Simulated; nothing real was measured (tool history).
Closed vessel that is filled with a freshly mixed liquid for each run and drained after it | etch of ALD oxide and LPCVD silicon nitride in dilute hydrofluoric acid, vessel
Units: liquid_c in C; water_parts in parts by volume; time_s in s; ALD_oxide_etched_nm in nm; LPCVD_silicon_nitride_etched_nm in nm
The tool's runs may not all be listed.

| run | hour | liquid_c | water_parts | time_s | ALD_oxide_etched_nm | LPCVD_silicon_nitride_etched_nm |
|---|---|---|---|---|---|---|
| 1 | 0 | 26 | 85 | 185 | 52.22 | 1.3097 |
| 2 | 6.4 | 28.5 | 85 | 185 | 58.406 | 1.5408 |
| 3 | 11.2 | 27.5 | 90 | 185 | 53.136 | 1.3712 |
| 4 | 20.1 | 27.5 | 90 | 135 | 38.573 | 1.0213 |
| 5 | 21.6 | 25 | 90 | 135 | 34.558 | 0.85173 |
| 6 | 24.8 | 25.5 | 90 | 135 | 35.311 | 0.86205 |
| 7 | 33.3 | 26 | 90 | 135 | 36.133 | 0.90727 |
| 8 | 34.2 | 26.5 | 85 | 135 | 39.291 | 0.99259 |
| 9 | 40.9 | 27 | 80 | 135 | 43.43 | 1.0993 |

The next listed run, before its measurement:
| 10 | 44 | 26.5 | 85 | 135 | ? | ? |

{"run 10": {"ALD_oxide_etched_nm": 38.719, "LPCVD_silicon_nitride_etched_nm": 0.99106}}
